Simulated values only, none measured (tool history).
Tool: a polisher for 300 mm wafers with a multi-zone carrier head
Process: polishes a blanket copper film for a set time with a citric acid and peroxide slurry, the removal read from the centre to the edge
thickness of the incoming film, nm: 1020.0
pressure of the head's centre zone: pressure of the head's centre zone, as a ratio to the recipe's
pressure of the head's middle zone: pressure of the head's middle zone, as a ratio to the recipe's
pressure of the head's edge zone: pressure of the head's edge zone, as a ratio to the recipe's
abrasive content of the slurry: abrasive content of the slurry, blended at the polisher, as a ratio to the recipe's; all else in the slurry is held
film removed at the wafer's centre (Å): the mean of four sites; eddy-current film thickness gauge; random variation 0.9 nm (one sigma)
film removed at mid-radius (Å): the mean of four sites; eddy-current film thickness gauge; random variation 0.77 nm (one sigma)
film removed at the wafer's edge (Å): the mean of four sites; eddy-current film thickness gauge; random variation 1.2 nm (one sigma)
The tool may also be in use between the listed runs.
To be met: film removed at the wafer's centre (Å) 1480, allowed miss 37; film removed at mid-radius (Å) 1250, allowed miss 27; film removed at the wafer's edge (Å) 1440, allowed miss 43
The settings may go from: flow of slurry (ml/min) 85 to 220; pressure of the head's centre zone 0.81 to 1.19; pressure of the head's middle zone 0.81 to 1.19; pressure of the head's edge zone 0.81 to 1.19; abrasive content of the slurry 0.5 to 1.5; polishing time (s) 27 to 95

run  hour  flow of slurry (ml/min)  pressure of the head's centre zone  pressure of the head's middle zone  pressure of the head's edge zone  abrasive content of the slurry  polishing time (s)  film removed at the wafer's centre (Å)  film removed at mid-radius (Å)  film removed at the wafer's edge (Å)
  1     0                      140                                   1                                   1                                 1                               1                  61                                  1609.9                            1600                                1629.6
  2   3.1                      140                                   1                                0.95                                 1                               1                  61                                  1614.6                          1541.8                                1631.9
  3   9.9                      140                                   1                                0.95                                 1                            0.85                  61                                    1526                          1484.4                                1576.7
  4  18.5                      140                                0.92                                0.95                                 1                            0.85                  61                                  1436.1                          1481.6                                1560.1
  5  25.2                      130                                0.94                                0.93                              0.98                            0.85                  61                                  1428.9                            1435                                1529.2
  6  31.1                      100                                0.94                                0.93                              0.98                            0.85                  61                                  1327.9                            1354                                1460.4
  7    36                      100                                0.96                                0.91                              0.97                            0.85                  61                                  1364.1                          1334.1                                1470.5
  8  41.4                      100                                1.05                                0.83                              0.89                             0.8                  61                                  1449.1                          1225.5                                1382.4
  9  42.5                      100                                1.05                                0.83                               0.9                             0.8                  61                                  1450.2                          1233.7                                1371.6
 10    47                      100                                1.05                                0.83                              0.91                             0.8                  61                                  1454.7                          1237.8                                1386.4

5 next moves are on the table. One of them brings every result within its allowed miss. Which?
  A  51.5                      120                                1.16                                0.81                              0.93                            0.75                  58                                       ?                               ?                                     ?
  B  51.5                      110                                1.12                                0.85                              0.86                             0.7                  62                                       ?                               ?                                     ?
  C  51.5                       85                                1.08                                0.81                              0.95                             0.7                  66                                       ?                               ?                                     ?
  D  51.5                       90                                1.06                                0.82                              0.93                             1.1                  59                                       ?                               ?                                     ?
  E  51.5                       95                                1.08                                0.81                                 1                             0.9                  62                                       ?                               ?                                     ?

move  film removed at the wafer's centre (Å)  film removed at mid-radius (Å)  film removed at the wafer's edge (Å)
   A                                  1577.9                          1183.2                                1374.7
   B                                  1559.8                          1250.7                                1370.3
   C                                  1472.7                          1204.4                                1455.6
   D                                  1490.8                          1247.9                                1473.3
   E                                  1540.6                          1253.1                                1534.9
A: further off than the last run
B: further off than the last run
C: brings the result that was furthest off to its target, and leaves another outside
D: meets every target
E: takes the result that was furthest off past its target
The right move is D.
